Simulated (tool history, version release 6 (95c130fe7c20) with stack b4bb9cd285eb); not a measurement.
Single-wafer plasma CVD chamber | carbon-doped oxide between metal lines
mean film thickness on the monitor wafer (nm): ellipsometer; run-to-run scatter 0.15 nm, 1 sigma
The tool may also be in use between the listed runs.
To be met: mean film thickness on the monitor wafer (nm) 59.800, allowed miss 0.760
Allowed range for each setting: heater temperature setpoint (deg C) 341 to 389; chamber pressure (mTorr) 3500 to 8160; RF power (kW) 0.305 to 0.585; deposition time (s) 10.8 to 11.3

run,hour,heater temperature setpoint (deg C),chamber pressure (mTorr),RF power (kW),deposition time (s),mean film thickness on the monitor wafer (nm)
1,0.0,365,5830,0.445,11.3,50.395
2,3.1,363,6020,0.450,11.3,51.412
3,5.4,361,6210,0.455,11.3,52.421
4,6.9,360,6390,0.460,11.3,52.761
# hour 14.8: RF generator calibrated
5,14.8,360,6390,0.515,11.3,61.098
6,21.3,353,6390,0.515,11.3,62.544
7,25.7,354,6360,0.515,11.3,62.398
8,27.2,366,5640,0.510,11.3,59.067

Of the 4 settings listed for the next run, only one would bring every result within its allowed miss of target. Which one?
A,28.7,371,5690,0.505,11.3,?
B,28.7,369,5610,0.535,10.8,?
C,28.7,364,6440,0.510,11.2,?
D,28.7,366,5610,0.510,11.2,?

move,mean film thickness on the monitor wafer (nm)
A,57.861
B,57.895
C,59.758
D,58.443
A: the biggest miss grows against the last run
B: the biggest miss grows against the last run
C: all results in spec
D: the biggest miss grows against the last run
C meets every target.
